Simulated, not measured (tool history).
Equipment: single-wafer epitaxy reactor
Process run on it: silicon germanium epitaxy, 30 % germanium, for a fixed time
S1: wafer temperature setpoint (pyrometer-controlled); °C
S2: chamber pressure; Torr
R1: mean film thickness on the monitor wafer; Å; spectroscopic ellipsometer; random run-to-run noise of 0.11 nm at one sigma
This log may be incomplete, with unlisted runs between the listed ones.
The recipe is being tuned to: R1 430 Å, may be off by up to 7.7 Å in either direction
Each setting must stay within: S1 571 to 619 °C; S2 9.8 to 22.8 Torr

run  hour   S1    S2      R1
  1     0  595  16.3  539.46
  2   2.4  595  13.9  498.79
  3   5.3  593  13.9  479.64
  4   7.5  592  13.9  469.79
  5  13.1  591  13.9  458.49
  6  17.5  591  16.2  493.72
  7  25.6  590  16.2  483.22
  8  33.5  589  16.2  472.48
  9  37.5  588  16.2  461.84
 10  40.5  587  16.2  453.77
 11  45.3  586  16.2   444.3

Consider the 5 candidate settings below. Which is the only one whose results all fall within their allowed miss of target?
  A  50.1  583  17.3   ?
  B  50.1  585  16.8   ?
  C  50.1  585  17.6   ?
  D  50.1  585  17.5   ?
  E  50.1  586  16.3   ?

move      R1
   A  430.49
   B  443.41
   C  453.21
   D  452.01
   E  446.66
A: meets every target
B: nearer than the last run, and not there yet
C: the biggest miss grows against the last run
D: the biggest miss grows against the last run
E: the biggest miss grows against the last run
A meets every target.
